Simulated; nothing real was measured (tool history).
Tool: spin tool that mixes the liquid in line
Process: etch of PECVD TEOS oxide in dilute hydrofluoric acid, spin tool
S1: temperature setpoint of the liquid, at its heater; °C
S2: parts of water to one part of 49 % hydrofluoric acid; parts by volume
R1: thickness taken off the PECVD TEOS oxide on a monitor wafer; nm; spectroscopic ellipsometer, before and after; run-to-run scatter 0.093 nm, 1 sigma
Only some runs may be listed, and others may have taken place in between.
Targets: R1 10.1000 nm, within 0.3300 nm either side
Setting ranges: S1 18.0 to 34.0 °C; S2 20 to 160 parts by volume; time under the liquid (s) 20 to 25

{"run": 1, "day": 0.0, "S1": 26.0, "S2": 90, "time under the liquid (s)": 25, "R1": 6.2818}
{"run": 2, "day": 0.296, "S1": 28.0, "S2": 85, "time under the liquid (s)": 25, "R1": 7.2142}
{"run": 3, "day": 0.333, "S1": 28.0, "S2": 85, "time under the liquid (s)": 25, "R1": 7.0205}
{"run": 4, "day": 0.629, "S1": 28.0, "S2": 85, "time under the liquid (s)": 20, "R1": 5.7287}
{"run": 5, "day": 0.688, "S1": 28.0, "S2": 75, "time under the liquid (s)": 20, "R1": 6.5636}
{"run": 6, "day": 0.992, "S1": 28.0, "S2": 95, "time under the liquid (s)": 20, "R1": 5.1328}
{"run": 7, "day": 1.175, "S1": 28.5, "S2": 85, "time under the liquid (s)": 20, "R1": 5.8233}
{"run": 8, "day": 1.271, "S1": 28.5, "S2": 75, "time under the liquid (s)": 20, "R1": 6.7475}
{"run": 9, "day": 1.517, "S1": 29.0, "S2": 65, "time under the liquid (s)": 20, "R1": 8.1684}
{"run": 10, "day": 1.667, "S1": 29.0, "S2": 65, "time under the liquid (s)": 20, "R1": 7.9262}
{"day": 1.767, "done": "thermometer replaced"}
{"run": 11, "day": 1.767, "S1": 29.5, "S2": 60, "time under the liquid (s)": 20, "R1": 8.2508}
{"run": 12, "day": 1.883, "S1": 29.5, "S2": 55, "time under the liquid (s)": 20, "R1": 9.0469}
{"run": 13, "day": 2.046, "S1": 30.0, "S2": 55, "time under the liquid (s)": 20, "R1": 9.2167}

Next run, 4 choices. One meets every target within its allowed miss, the rest don't. Which?
{"run": "A", "day": 2.208, "S1": 31.0, "S2": 50, "time under the liquid (s)": 20, "R1": "?"}
{"run": "B", "day": 2.208, "S1": 27.5, "S2": 50, "time under the liquid (s)": 20, "R1": "?"}
{"run": "C", "day": 2.208, "S1": 28.5, "S2": 60, "time under the liquid (s)": 25, "R1": "?"}
{"run": "D", "day": 2.208, "S1": 27.0, "S2": 50, "time under the liquid (s)": 20, "R1": "?"}

move=A R1=10.7640
move=B R1=9.3747
move=C R1=10.0140
move=D R1=9.1886
A: carries the result that was furthest off beyond its target, to the other side
B: gains on the last run, yet a result remains outside its allowed miss
C: each result inside its tolerance
D: neither nearer nor further off than the last run
Answer: C

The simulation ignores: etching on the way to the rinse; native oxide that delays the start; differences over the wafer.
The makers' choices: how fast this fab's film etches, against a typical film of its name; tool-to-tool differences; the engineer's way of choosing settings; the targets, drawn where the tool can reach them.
